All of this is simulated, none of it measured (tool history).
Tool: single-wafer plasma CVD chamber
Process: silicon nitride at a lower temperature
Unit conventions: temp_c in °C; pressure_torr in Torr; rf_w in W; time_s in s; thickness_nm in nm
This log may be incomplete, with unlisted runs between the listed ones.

Run 1, day 0.000: temp_c 340 °C, pressure_torr 1.56 Torr, rf_w 245 W, time_s 27.8 s. Result: thickness_nm 27.394 nm.
Run 2, day 0.329: temp_c 340 °C, pressure_torr 1.44 Torr, rf_w 235 W, time_s 27.7 s. Result: thickness_nm 25.653 nm.
Run 3, day 0.479: temp_c 340 °C, pressure_torr 1.33 Torr, rf_w 230 W, time_s 27.7 s. Result: thickness_nm 24.725 nm.
Run 4, day 0.767: temp_c 340 °C, pressure_torr 1.24 Torr, rf_w 225 W, time_s 27.7 s. Result: thickness_nm 23.621 nm.
Run 5, day 0.967: temp_c 340 °C, pressure_torr 1.18 Torr, rf_w 225 W, time_s 27.7 s. Result: thickness_nm 23.420 nm.
Run 6, day 1.225: temp_c 340 °C, pressure_torr 1.18 Torr, rf_w 195 W, time_s 27.7 s. Result: thickness_nm 19.963 nm.
Run 7, day 1.542: temp_c 340 °C, pressure_torr 1.28 Torr, rf_w 195 W, time_s 27.7 s. Result: thickness_nm 20.379 nm.
Run 8, day 1.788: temp_c 340 °C, pressure_torr 1.28 Torr, rf_w 195 W, time_s 27.7 s. Result: thickness_nm 20.546 nm.
Run 9, day 1.979: temp_c 340 °C, pressure_torr 1.35 Torr, rf_w 195 W, time_s 27.7 s. Result: thickness_nm 20.557 nm.
Run 10, day 2.079: temp_c 340 °C, pressure_torr 1.63 Torr, rf_w 210 W, time_s 27.8 s. Result: thickness_nm 23.800 nm.

What does the tool deliver on the next run?
Run 11, day 2.233: temp_c 340 °C, pressure_torr 1.55 Torr, rf_w 210 W, time_s 27.8 s. Result: thickness_nm ?.

thickness_nm: 23.514 nm

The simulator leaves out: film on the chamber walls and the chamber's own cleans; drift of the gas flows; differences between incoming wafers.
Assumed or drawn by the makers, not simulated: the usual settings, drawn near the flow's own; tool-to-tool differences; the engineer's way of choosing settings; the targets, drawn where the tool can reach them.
